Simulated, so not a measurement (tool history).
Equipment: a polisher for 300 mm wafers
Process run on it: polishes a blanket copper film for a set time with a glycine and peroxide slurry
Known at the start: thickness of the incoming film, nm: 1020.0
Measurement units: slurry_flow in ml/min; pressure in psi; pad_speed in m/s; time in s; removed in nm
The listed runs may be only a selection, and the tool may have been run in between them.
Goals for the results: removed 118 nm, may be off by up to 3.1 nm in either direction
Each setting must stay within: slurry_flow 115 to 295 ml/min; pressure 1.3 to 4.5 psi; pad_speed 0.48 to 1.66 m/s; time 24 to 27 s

{"run": 1, "hour": 0.0, "slurry_flow": 190, "pressure": 2.9, "pad_speed": 1.06, "time": 27, "removed": 189.79}
{"run": 2, "hour": 8.9, "slurry_flow": 190, "pressure": 2.9, "pad_speed": 1.26, "time": 27, "removed": 214.33}
{"run": 3, "hour": 14.9, "slurry_flow": 185, "pressure": 2.6, "pad_speed": 1.22, "time": 27, "removed": 190.13}
{"run": 4, "hour": 15.8, "slurry_flow": 185, "pressure": 2.9, "pad_speed": 1.22, "time": 27, "removed": 206.1}
{"run": 5, "hour": 22.7, "slurry_flow": 210, "pressure": 2.9, "pad_speed": 1.22, "time": 27, "removed": 212.73}
{"run": 6, "hour": 25.9, "slurry_flow": 210, "pressure": 2.9, "pad_speed": 1.22, "time": 27, "removed": 208.33}
{"run": 7, "hour": 31.7, "slurry_flow": 180, "pressure": 2.1, "pad_speed": 1.1, "time": 27, "removed": 148.38}
{"run": 8, "hour": 34.0, "slurry_flow": 165, "pressure": 1.3, "pad_speed": 1.08, "time": 27, "removed": 99.436}
{"run": 9, "hour": 42.6, "slurry_flow": 180, "pressure": 1.4, "pad_speed": 1.08, "time": 27, "removed": 106.08}
{"run": 10, "hour": 51.0, "slurry_flow": 185, "pressure": 1.4, "pad_speed": 1.08, "time": 27, "removed": 107.91}
{"run": 11, "hour": 60.0, "slurry_flow": 195, "pressure": 1.4, "pad_speed": 1.08, "time": 27, "removed": 108.06}
{"run": 12, "hour": 67.9, "slurry_flow": 200, "pressure": 1.4, "pad_speed": 1.08, "time": 27, "removed": 108.94}
{"run": 13, "hour": 72.8, "slurry_flow": 210, "pressure": 1.4, "pad_speed": 1.08, "time": 27, "removed": 108.79}
{"run": 14, "hour": 74.2, "slurry_flow": 215, "pressure": 1.5, "pad_speed": 1.08, "time": 27, "removed": 114.79}

4 candidate next runs follow, results not yet known. Just one meets every target within its allowed miss. Identify it.
{"run": "A", "hour": 75.6, "slurry_flow": 210, "pressure": 1.4, "pad_speed": 1.3, "time": 24, "removed": "?"}
{"run": "B", "hour": 75.6, "slurry_flow": 210, "pressure": 1.8, "pad_speed": 1.02, "time": 24, "removed": "?"}
{"run": "C", "hour": 75.6, "slurry_flow": 275, "pressure": 1.3, "pad_speed": 1.22, "time": 26, "removed": "?"}
{"run": "D", "hour": 75.6, "slurry_flow": 215, "pressure": 1.7, "pad_speed": 1.18, "time": 24, "removed": "?"}

move=A removed=109.71
move=B removed=113.29
move=C removed=111.06
move=D removed=119.58
A: moves away from the targets compared with the last run
B: moves away from the targets compared with the last run
C: moves away from the targets compared with the last run
D: hits every target within its allowed miss
The right move is D.

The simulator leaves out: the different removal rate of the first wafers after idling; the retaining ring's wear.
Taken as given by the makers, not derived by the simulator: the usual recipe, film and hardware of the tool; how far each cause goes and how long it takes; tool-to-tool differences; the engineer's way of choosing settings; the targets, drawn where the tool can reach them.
